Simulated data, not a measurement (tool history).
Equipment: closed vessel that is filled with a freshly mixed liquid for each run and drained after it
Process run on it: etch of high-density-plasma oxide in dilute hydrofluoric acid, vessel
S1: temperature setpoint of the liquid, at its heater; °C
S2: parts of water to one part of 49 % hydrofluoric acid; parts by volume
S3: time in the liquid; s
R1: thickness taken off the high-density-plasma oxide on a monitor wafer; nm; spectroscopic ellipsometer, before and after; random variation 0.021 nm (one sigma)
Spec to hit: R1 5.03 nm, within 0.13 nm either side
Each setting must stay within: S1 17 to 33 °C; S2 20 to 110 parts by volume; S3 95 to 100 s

{"run": 1, "day": 0.0, "S1": 25, "S2": 60, "S3": 95, "R1": 10.726}
{"run": 2, "day": 0.271, "S1": 27.5, "S2": 60, "S3": 95, "R1": 12.02}
{"run": 3, "day": 0.467, "S1": 27.5, "S2": 60, "S3": 95, "R1": 11.849}
{"run": 4, "day": 0.504, "S1": 29, "S2": 60, "S3": 95, "R1": 12.654}
{"run": 5, "day": 0.529, "S1": 29, "S2": 60, "S3": 100, "R1": 13.394}
{"run": 6, "day": 0.812, "S1": 29, "S2": 60, "S3": 100, "R1": 13.293}
{"run": 7, "day": 1.0, "S1": 28, "S2": 65, "S3": 100, "R1": 11.783}
{"run": 8, "day": 1.346, "S1": 27, "S2": 70, "S3": 100, "R1": 10.385}
{"run": 9, "day": 1.646, "S1": 26, "S2": 70, "S3": 100, "R1": 9.9741}
{"run": 10, "day": 1.958, "S1": 25, "S2": 70, "S3": 100, "R1": 9.6161}
{"run": 11, "day": 2.246, "S1": 24, "S2": 70, "S3": 100, "R1": 9.2243}
{"run": 12, "day": 2.521, "S1": 20, "S2": 90, "S3": 100, "R1": 5.9469}
{"run": 13, "day": 2.733, "S1": 19.5, "S2": 90, "S3": 100, "R1": 5.7935}
{"run": 14, "day": 2.979, "S1": 18, "S2": 90, "S3": 100, "R1": 5.4712}
{"run": 15, "day": 3.067, "S1": 17.5, "S2": 90, "S3": 100, "R1": 5.3627}
{"run": 16, "day": 3.429, "S1": 17, "S2": 90, "S3": 100, "R1": 5.2554}

Exactly one of the 4 candidate moves below puts every result within its allowed miss. Which one?
{"run": "A", "day": 3.792, "S1": 17, "S2": 90, "S3": 95, "R1": "?"}
{"run": "B", "day": 3.792, "S1": 23, "S2": 105, "S3": 95, "R1": "?"}
{"run": "C", "day": 3.792, "S1": 17, "S2": 85, "S3": 100, "R1": "?"}
{"run": "D", "day": 3.792, "S1": 17.5, "S2": 90, "S3": 100, "R1": "?"}

move=A R1=4.9709
move=B R1=5.3627
move=C R1=5.5697
move=D R1=5.3445
A: meets every target
B: further off than the last run
C: further off than the last run
D: further off than the last run
The right move is A.

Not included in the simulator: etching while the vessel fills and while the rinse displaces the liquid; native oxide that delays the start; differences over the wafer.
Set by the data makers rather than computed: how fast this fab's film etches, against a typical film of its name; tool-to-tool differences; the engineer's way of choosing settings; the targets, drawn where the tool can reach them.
